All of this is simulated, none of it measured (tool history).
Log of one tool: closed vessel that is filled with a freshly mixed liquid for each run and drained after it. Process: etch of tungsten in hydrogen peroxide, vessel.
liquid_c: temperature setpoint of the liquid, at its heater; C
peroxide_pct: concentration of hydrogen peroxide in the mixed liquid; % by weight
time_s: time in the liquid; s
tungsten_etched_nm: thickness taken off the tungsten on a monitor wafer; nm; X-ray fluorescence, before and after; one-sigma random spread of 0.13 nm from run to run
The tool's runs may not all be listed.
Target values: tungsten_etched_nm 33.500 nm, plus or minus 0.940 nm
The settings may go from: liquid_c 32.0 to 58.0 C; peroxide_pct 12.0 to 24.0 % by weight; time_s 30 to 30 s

run,day,liquid_c,peroxide_pct,time_s,tungsten_etched_nm
1,0.000,42.0,16.0,30,45.171
2,0.050,41.0,16.0,30,42.188
3,0.229,41.0,19.0,30,46.130
4,0.479,46.0,19.0,30,63.791
5,0.621,46.0,21.0,30,66.919
6,0.975,46.0,23.5,30,70.754
7,1.254,38.0,23.0,30,41.847
8,1.521,37.0,23.0,30,39.091
9,1.792,36.5,23.0,30,37.631
10,1.850,36.0,23.0,30,36.647
11,2.071,35.5,23.0,30,35.622

Pick the move, out of 5, that brings all results within their allowed miss; only one does.
A,2.292,36.0,23.0,30,?
B,2.292,37.0,23.0,30,?
C,2.292,35.5,21.0,30,?
D,2.292,36.5,24.0,30,?
E,2.292,38.0,17.5,30,?

move,tungsten_etched_nm
A,36.656
B,39.179
C,33.874
D,38.714
E,36.512
A: its largest miss is bigger than the last run's
B: its largest miss is bigger than the last run's
C: meets every target
D: its largest miss is bigger than the last run's
E: its largest miss is bigger than the last run's
Answer: C
